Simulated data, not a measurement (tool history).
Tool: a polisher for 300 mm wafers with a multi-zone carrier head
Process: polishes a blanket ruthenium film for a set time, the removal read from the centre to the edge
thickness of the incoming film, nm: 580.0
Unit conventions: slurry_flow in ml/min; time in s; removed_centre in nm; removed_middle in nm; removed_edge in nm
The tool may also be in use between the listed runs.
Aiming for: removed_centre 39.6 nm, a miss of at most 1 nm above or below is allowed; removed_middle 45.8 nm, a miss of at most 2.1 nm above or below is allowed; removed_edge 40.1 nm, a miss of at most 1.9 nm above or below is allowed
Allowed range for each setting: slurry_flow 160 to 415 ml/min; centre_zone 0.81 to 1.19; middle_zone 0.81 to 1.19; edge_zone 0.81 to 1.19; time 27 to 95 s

run	hour	slurry_flow	centre_zone	middle_zone	edge_zone	time	removed_centre	removed_middle	removed_edge
1	0	265	1	1	1	61	59.513	60.296	59.751
2	7	265	1	0.94	1	61	59.725	58.529	58.095
3	10.9	265	1	0.94	0.93	61	60.294	59.077	57.265
4	19.5	265	1	0.88	0.93	61	59.759	53.885	57.477
5	23.5	265	0.99	0.9	0.92	58	56.527	52.174	54.763
6	32	265	0.98	0.93	0.91	55	53.027	51.318	50.286
7	37.2	260	0.96	0.94	0.9	54	51.257	50.729	49.366
8	41.1	255	0.94	0.95	0.89	53	49.375	51.657	48.321
9	44.6	255	0.93	0.95	0.88	52	47.489	49.873	46.664
10	51.1	250	0.85	1	0.81	45	37.911	44.985	38.701
11	54.8	255	0.85	1	0.81	45	37.877	44.485	38.752

Exactly one of the 4 candidate moves below puts every result within its allowed miss. Which one?
A	58.5	270	0.81	0.96	0.93	43	?	?	?
B	58.5	250	0.96	1.12	0.81	42	?	?	?
C	58.5	275	0.97	1.14	0.81	41	?	?	?
D	58.5	170	0.89	1.03	0.82	49	?	?	?

move	removed_centre	removed_middle	removed_edge
A	35.232	40.717	39.95
B	39.746	44.878	36.367
C	39.681	44.998	35.804
D	40.299	45.769	40.753
A: moves away from the targets compared with the last run
B: meets the target for the result that was furthest off, but another lies outside its allowed miss
C: meets the target for the result that was furthest off, but another lies outside its allowed miss
D: meets every target
The right move is D.
